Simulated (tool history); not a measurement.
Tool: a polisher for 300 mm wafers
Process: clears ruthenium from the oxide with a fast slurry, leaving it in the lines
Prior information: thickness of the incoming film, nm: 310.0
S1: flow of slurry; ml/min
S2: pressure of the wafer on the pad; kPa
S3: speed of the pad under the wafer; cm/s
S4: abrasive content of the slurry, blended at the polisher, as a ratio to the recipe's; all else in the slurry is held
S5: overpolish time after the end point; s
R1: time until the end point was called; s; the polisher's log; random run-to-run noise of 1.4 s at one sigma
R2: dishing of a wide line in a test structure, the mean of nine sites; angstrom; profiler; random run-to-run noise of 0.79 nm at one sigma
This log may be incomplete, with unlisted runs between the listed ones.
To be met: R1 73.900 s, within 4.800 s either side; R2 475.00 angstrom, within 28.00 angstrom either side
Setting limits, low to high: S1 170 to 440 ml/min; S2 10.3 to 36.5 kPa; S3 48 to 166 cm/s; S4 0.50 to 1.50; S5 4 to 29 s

| run | hour | S1 | S2 | S3 | S4 | S5 | R1 | R2 |
|---|---|---|---|---|---|---|---|---|
| 1 | 0.0 | 280 | 23.4 | 106 | 1.00 | 15 | 55.669 | 549.31 |
| 2 | 8.4 | 280 | 22.1 | 106 | 1.00 | 15 | 61.012 | 516.50 |
| 3 | 11.0 | 280 | 22.1 | 128 | 1.00 | 15 | 50.708 | 599.47 |
| 4 | 18.6 | 280 | 20.0 | 128 | 1.00 | 15 | 53.982 | 569.29 |
| 5 | 23.8 | 280 | 17.9 | 128 | 1.00 | 15 | 61.581 | 504.52 |
| 6 | 28.3 | 280 | 17.9 | 128 | 1.10 | 15 | 57.407 | 535.38 |
| 7 | 35.8 | 280 | 16.5 | 128 | 1.10 | 15 | 62.605 | 507.50 |
|  | 38.3 | worn pad replaced by a new one |
| 8 | 38.3 | 280 | 12.4 | 128 | 1.10 | 16 | 76.429 | 437.95 |

Below are 4 possible settings for the next run. Only one of them brings all results inside the allowed miss of their targets. Which is it?
| A | 40.8 | 280 | 11.0 | 154 | 1.00 | 17 | ? | ? |
| B | 40.8 | 255 | 13.1 | 128 | 1.25 | 18 | ? | ? |
| C | 40.8 | 270 | 15.9 | 126 | 1.15 | 17 | ? | ? |
| D | 40.8 | 310 | 13.1 | 118 | 1.25 | 14 | ? | ? |

| move | R1 | R2 |
|---|---|---|
| A | 74.646 | 470.18 |
| B | 67.572 | 537.25 |
| C | 59.853 | 566.79 |
| D | 72.011 | 409.62 |
A: in spec on every target
B: the result that was furthest off in the last run now lies on the other side of its target
C: the result that was furthest off in the last run now lies on the other side of its target
D: further off than the last run
So the answer is move A, the one that meets all the targets.
